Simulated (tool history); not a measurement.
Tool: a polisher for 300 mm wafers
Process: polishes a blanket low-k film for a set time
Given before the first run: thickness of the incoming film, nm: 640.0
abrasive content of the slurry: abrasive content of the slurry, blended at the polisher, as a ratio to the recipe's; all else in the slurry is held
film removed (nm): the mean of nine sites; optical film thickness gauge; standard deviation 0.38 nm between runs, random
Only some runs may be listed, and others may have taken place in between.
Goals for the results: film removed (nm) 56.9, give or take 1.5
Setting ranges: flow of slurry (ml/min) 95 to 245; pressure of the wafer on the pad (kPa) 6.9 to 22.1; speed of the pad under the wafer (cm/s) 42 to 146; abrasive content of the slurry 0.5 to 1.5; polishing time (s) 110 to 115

run	hour	flow of slurry (ml/min)	pressure of the wafer on the pad (kPa)	speed of the pad under the wafer (cm/s)	abrasive content of the slurry	polishing time (s)	film removed (nm)
1	0	155	14.5	94	1	110	44.444
2	6.2	155	11.7	94	1	110	36.743
3	11.2	155	11.7	114	1	110	41.9
4	16.6	155	11.7	114	0.9	110	39.507
5	21.4	155	11.7	136	0.9	110	45.313
6	23.3	160	11.7	136	0.9	110	45.239
7	32.3	190	15.2	136	0.9	110	60.057
8	37.9	180	15.2	136	0.9	110	59.977
9	44.6	170	15.2	136	0.9	110	59.097
10	52.9	160	15.2	136	0.9	110	58.698

Next run, 4 choices. One meets every target within its allowed miss, the rest don't. Which?
A	61.2	175	14.5	136	0.9	111	?
B	61.2	155	15.2	144	0.95	110	?
C	61.2	145	17.2	140	0.7	111	?
D	61.2	130	15.9	132	0.75	112	?

move	film removed (nm)
A	58.075
B	63.033
C	60.258
D	54.295
A: every result within its allowed miss
B: the biggest miss grows against the last run
C: the biggest miss grows against the last run
D: the result that was furthest off in the last run now lies on the other side of its target
Answer: A

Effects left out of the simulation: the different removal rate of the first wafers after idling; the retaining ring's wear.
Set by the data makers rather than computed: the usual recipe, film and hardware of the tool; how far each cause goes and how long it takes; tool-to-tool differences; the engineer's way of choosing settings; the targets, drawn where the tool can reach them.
